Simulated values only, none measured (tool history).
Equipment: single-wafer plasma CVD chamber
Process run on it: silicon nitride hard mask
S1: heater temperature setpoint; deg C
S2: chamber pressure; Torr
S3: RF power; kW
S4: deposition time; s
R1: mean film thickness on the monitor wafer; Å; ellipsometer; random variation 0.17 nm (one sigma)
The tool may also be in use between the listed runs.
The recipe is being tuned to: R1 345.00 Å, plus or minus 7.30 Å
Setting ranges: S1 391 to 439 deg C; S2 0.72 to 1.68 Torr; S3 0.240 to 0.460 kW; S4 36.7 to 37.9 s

| run | hour | S1 | S2 | S3 | S4 | R1 |
|---|---|---|---|---|---|---|
| 1 | 0.0 | 415 | 1.20 | 0.350 | 36.7 | 428.65 |
| 2 | 2.0 | 415 | 1.20 | 0.400 | 36.7 | 467.76 |
| 3 | 4.1 | 415 | 1.20 | 0.370 | 36.7 | 446.88 |
| 4 | 6.2 | 415 | 1.12 | 0.355 | 36.7 | 417.07 |
| 5 | 11.5 | 415 | 1.05 | 0.350 | 36.7 | 402.08 |
| 6 | 12.1 | 415 | 0.99 | 0.345 | 36.7 | 391.21 |
| 7 | 13.4 | 415 | 0.75 | 0.305 | 36.7 | 299.82 |
| 8 | 21.4 | 415 | 0.80 | 0.305 | 36.7 | 314.40 |
| 9 | 22.6 | 415 | 0.83 | 0.305 | 36.7 | 321.13 |
| 10 | 30.8 | 415 | 0.85 | 0.305 | 36.7 | 323.20 |
| 11 | 35.1 | 415 | 0.87 | 0.305 | 36.7 | 327.91 |
| 12 | 43.7 | 415 | 0.89 | 0.305 | 36.7 | 333.64 |
| 13 | 44.6 | 415 | 0.90 | 0.305 | 36.7 | 337.51 |
| 14 | 48.2 | 415 | 0.91 | 0.305 | 36.7 | 334.73 |

Below are 4 possible settings for the next run. Only one of them brings all results inside the allowed miss of their targets. Which is it?
| A | 51.8 | 415 | 1.13 | 0.300 | 36.7 | ? |
| B | 51.8 | 434 | 1.08 | 0.275 | 37.9 | ? |
| C | 51.8 | 413 | 1.05 | 0.310 | 36.7 | ? |
| D | 51.8 | 419 | 1.01 | 0.315 | 36.7 | ? |

| move | R1 |
|---|---|
| A | 366.07 |
| B | 341.46 |
| C | 364.59 |
| D | 362.16 |
A: carries the result that was furthest off beyond its target, to the other side
B: hits every target within its allowed miss
C: carries the result that was furthest off beyond its target, to the other side
D: carries the result that was furthest off beyond its target, to the other side
The move that meets every target is B.
